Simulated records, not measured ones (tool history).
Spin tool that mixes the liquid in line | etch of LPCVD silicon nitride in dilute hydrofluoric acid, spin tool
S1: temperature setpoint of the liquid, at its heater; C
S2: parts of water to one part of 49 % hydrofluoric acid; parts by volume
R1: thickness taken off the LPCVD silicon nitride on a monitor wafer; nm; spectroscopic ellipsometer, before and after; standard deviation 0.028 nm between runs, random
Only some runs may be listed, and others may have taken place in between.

{"run": 1, "day": 0.0, "S1": 21.0, "S2": 55, "time under the liquid (s)": 320, "R1": 2.2867}
{"run": 2, "day": 0.1, "S1": 20.0, "S2": 65, "time under the liquid (s)": 320, "R1": 1.7408}
{"run": 3, "day": 0.217, "S1": 19.0, "S2": 70, "time under the liquid (s)": 320, "R1": 1.5519}
{"run": 4, "day": 0.392, "S1": 18.5, "S2": 75, "time under the liquid (s)": 320, "R1": 1.3509}
{"run": 5, "day": 0.65, "S1": 20.0, "S2": 75, "time under the liquid (s)": 320, "R1": 1.4097}
{"run": 6, "day": 0.775, "S1": 19.5, "S2": 80, "time under the liquid (s)": 320, "R1": 1.4002}
{"run": 7, "day": 1.125, "S1": 19.0, "S2": 85, "time under the liquid (s)": 320, "R1": 1.2995}

Expected results for the next run?
{"run": 8, "day": 1.275, "S1": 18.5, "S2": 85, "time under the liquid (s)": 320, "R1": "?"}

R1: 1.2335 nm

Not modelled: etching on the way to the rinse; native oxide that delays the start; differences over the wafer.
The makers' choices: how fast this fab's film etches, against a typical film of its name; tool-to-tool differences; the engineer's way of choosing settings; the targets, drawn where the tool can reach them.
